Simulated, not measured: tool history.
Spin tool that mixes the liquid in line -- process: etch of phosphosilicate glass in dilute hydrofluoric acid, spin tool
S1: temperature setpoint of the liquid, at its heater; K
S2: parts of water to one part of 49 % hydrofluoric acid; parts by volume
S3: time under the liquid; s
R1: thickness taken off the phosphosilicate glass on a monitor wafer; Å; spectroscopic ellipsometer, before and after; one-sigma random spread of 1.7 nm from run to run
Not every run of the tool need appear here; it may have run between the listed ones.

Run 1, hour 0: S1 298.15 K, S2 70 parts by volume, S3 45 s. Result: R1 1080.7 Å.
Run 2, hour 4.9: S1 299.15 K, S2 70 parts by volume, S3 45 s. Result: R1 1137.1 Å.
Run 3, hour 11.9: S1 299.15 K, S2 70 parts by volume, S3 45 s. Result: R1 1138.2 Å.
Run 4, hour 18.3: S1 299.65 K, S2 70 parts by volume, S3 45 s. Result: R1 1146.2 Å.
Run 5, hour 21: S1 299.65 K, S2 70 parts by volume, S3 45 s. Result: R1 1177.1 Å.
Run 6, hour 29: S1 302.65 K, S2 70 parts by volume, S3 45 s. Result: R1 1298 Å.
Run 7, hour 31.6: S1 303.15 K, S2 70 parts by volume, S3 45 s. Result: R1 1340.9 Å.
Run 8, hour 35.6: S1 303.65 K, S2 70 parts by volume, S3 45 s. Result: R1 1344.5 Å.

The next listed run, before its measurement:
Run 9, hour 42.1: S1 304.15 K, S2 70 parts by volume, S3 45 s. Result: R1 ?.

For run 9 the tool returned R1 1353.4 Å.

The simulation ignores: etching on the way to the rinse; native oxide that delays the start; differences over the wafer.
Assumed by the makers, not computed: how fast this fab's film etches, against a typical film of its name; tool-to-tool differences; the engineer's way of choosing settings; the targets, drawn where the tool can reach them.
